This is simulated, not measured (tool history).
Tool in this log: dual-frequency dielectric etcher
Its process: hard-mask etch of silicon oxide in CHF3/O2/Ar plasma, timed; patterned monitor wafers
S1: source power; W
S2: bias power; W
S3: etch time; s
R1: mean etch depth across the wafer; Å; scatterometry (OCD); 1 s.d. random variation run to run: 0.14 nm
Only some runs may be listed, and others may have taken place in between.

run,hour,S1,S2,S3,R1
1,0,820,155,12.5,267.75
2,5.6,800,154,12.5,268.1
3,13.3,780,153,12.5,264.18
4,14.5,780,180,12.5,270.37
5,15.5,700,180,12.5,263.79
6,16.4,700,208,12.5,270.3
7,21,680,207,12.5,269.22
8,24.3,660,206,12.5,266.28
9,25.2,660,206,12.5,265.35
10,26.3,650,205,12.5,264.05
11,29.7,640,204,12.5,266.77
12,33.2,630,202,12.5,261.84
13,33.8,620,201,12.5,259.59
14,40.4,610,200,12.5,258.56

For run 15, what comes out?
15,48.8,600,200,12.5,?

Run 15 measured R1 258.03 Å.
